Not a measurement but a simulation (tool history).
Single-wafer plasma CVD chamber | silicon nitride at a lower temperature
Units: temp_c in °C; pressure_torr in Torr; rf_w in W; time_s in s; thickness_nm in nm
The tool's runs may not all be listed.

run,hour,temp_c,pressure_torr,rf_w,time_s,thickness_nm
1,0.0,345,1.14,335,31.7,38.736
2,8.0,345,1.23,340,31.7,39.649
3,16.6,335,1.23,340,31.7,40.122
4,21.5,335,1.30,345,31.7,40.810
5,30.4,335,1.22,345,31.7,40.481
6,36.2,335,1.39,345,31.7,41.765

Run 7 comes next. What will it give?
7,43.0,335,1.58,370,31.8,?

{"run 7": {"thickness_nm": 45.872}}

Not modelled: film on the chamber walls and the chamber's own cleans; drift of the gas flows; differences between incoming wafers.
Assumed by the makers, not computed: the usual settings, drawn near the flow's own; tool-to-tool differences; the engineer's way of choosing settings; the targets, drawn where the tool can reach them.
